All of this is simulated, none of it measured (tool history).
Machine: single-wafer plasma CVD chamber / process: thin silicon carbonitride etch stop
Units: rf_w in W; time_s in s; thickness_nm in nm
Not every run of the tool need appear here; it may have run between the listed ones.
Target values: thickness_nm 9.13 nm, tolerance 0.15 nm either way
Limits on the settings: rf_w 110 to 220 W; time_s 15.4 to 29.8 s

run	hour	rf_w	time_s	thickness_nm
1	0	165	22.6	11.386
2	6	185	22.6	11.804
3	8.9	185	23.7	12.333
4	15.8	185	24.9	12.89
5	24.4	185	22.9	11.93
6	29	185	26	13.577
7	30.6	185	26	13.622
8	38.2	160	22.4	11.284
9	43.4	150	21	10.309
10	44.7	140	20.5	9.8272
11	49.9	130	20.3	9.4749
12	58.4	125	20.2	9.3546

Pick the move, out of 4, that brings all results within their allowed miss; only one does.
A	66.9	145	19.6	?
B	66.9	135	20.7	?
C	66.9	125	19.7	?
D	66.9	130	20.9	?

move	thickness_nm
A	9.4572
B	9.779
C	9.0972
D	9.7639
A: its largest miss is bigger than the last run's
B: its largest miss is bigger than the last run's
C: every result within its allowed miss
D: its largest miss is bigger than the last run's
C meets every target.
